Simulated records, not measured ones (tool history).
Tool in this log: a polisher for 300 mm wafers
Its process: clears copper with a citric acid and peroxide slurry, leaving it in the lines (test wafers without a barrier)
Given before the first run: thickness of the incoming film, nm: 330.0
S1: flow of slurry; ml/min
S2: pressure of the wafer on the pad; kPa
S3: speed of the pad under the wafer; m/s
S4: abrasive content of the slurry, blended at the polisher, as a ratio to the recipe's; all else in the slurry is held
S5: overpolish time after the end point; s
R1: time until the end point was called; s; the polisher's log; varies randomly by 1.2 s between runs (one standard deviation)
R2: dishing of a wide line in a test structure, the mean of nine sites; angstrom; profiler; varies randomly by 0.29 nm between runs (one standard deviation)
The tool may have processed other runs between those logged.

| run | hour | S1 | S2 | S3 | S4 | S5 | R1 | R2 |
|---|---|---|---|---|---|---|---|---|
| 1 | 0.0 | 135 | 28.3 | 1.14 | 1.0 | 18 | 108.780 | 336.33 |
| 2 | 6.6 | 140 | 28.3 | 1.14 | 1.0 | 16 | 106.450 | 298.50 |
| 3 | 8.1 | 145 | 28.3 | 1.14 | 1.0 | 15 | 106.230 | 285.93 |
| 4 | 15.0 | 145 | 22.8 | 1.14 | 1.0 | 15 | 121.000 | 253.92 |
| 5 | 16.4 | 145 | 22.8 | 1.14 | 1.0 | 21 | 118.810 | 340.68 |
| 6 | 23.2 | 120 | 22.8 | 1.14 | 1.0 | 21 | 123.100 | 333.92 |
| 7 | 28.3 | 125 | 24.1 | 1.16 | 1.0 | 19 | 115.840 | 324.16 |
| 8 | 31.2 | 130 | 24.8 | 1.18 | 1.0 | 17 | 111.920 | 302.64 |
| 9 | 32.5 | 135 | 25.5 | 1.18 | 1.0 | 16 | 109.430 | 290.48 |
|  | 39.3 | worn pad replaced by a new one |
| 10 | 39.3 | 135 | 26.2 | 1.18 | 1.0 | 15 | 99.814 | 297.73 |
| 11 | 46.4 | 135 | 25.5 | 1.18 | 1.0 | 14 | 102.950 | 269.61 |

Run 12, settings as shown, results not yet in. Your forecast:
| 12 | 47.5 | 135 | 25.5 | 1.18 | 1.0 | 13 | ? | ? |

R1: 102.170 s
R2: 262.94 angstrom
